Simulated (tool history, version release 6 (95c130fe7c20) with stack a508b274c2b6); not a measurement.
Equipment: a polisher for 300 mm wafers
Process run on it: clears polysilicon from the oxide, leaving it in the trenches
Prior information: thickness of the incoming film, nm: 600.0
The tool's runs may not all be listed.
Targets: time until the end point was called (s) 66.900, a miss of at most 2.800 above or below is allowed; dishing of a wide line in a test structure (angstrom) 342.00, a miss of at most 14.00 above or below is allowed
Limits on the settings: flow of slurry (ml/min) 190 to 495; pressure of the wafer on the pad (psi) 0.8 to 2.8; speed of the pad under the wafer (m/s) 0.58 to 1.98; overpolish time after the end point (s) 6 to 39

run    day  flow of slurry (ml/min)  pressure of the wafer on the pad (psi)  speed of the pad under the wafer (m/s)  overpolish time after the end point (s)  time until the end point was called (s)  dishing of a wide line in a test structure (angstrom)
  1  0.000                      320                                     1.8                                    1.28                                       20                                   42.960                                                 546.39
  2  0.133                      320                                     1.8                                    1.40                                       20                                   39.157                                                 538.06
  3  0.279                      280                                     1.5                                    1.44                                       16                                   45.208                                                 546.09
  4  0.471                      345                                     1.5                                    1.30                                       13                                   49.806                                                 520.57
  5  0.683                      345                                     1.5                                    1.30                                        6                                   50.090                                                 404.37
  6  0.992                      345                                     1.7                                    1.08                                        6                                   52.838                                                 386.99
  7  1.242                      345                                     1.8                                    0.94                                        6                                   56.910                                                 376.67
  8  1.392                      350                                     1.9                                    0.84                                        6                                   60.117                                                 365.77

Of the 5 settings listed for the next run, only one would bring every result within its allowed miss of target. Which one?
  A  1.542                      350                                     1.9                                    0.76                                        6                                        ?                                                      ?
  B  1.542                      350                                     1.8                                    0.92                                        6                                        ?                                                      ?
  C  1.542                      355                                     1.8                                    0.84                                        8                                        ?                                                      ?
  D  1.542                      330                                     1.3                                    1.04                                        8                                        ?                                                      ?
  E  1.542                      380                                     1.9                                    0.68                                        6                                        ?                                                      ?

move  time until the end point was called (s)  dishing of a wide line in a test structure (angstrom)
   A                                   65.933                                                 344.16
   B                                   57.900                                                 370.59
   C                                   63.110                                                 410.69
   D                                   70.712                                                 388.28
   E                                   72.894                                                 323.78
A: all results land within tolerance of their targets
B: the biggest miss grows against the last run
C: the biggest miss grows against the last run
D: carries the result that was furthest off beyond its target, to the other side
E: carries the result that was furthest off beyond its target, to the other side
Correct choice: A, which meets every target

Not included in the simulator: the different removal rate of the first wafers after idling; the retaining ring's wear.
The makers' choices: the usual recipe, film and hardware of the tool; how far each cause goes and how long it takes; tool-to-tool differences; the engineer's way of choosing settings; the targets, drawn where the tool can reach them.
